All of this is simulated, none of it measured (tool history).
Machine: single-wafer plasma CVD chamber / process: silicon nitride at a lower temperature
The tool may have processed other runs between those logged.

run  hour  heater temperature setpoint (deg C)  chamber pressure (Torr)  RF power (kW)  deposition time (s)  mean film thickness on the monitor wafer (angstrom)
  1     0                                  375                     1.65           0.38                 24.9                                               357.05
  2   6.6                                  375                     1.75            0.4                   25                                                377.2
  3   8.9                                  375                     1.87            0.4                   25                                               386.01
  4  16.1                                  367                     1.87            0.4                   25                                               384.99
  5  16.8                                  367                     1.87          0.445                   25                                               419.69
  6  18.2                                  367                     1.93          0.445                   25                                                422.6
  7  24.6                                  367                     1.98          0.445                   25                                               426.97
  8  27.8                                  367                     2.02          0.445                   25                                               424.67

Expected results for the next run?
  9  35.1                                  367                      2.2           0.47                 25.1                                                    ?

mean film thickness on the monitor wafer (angstrom): 459.71
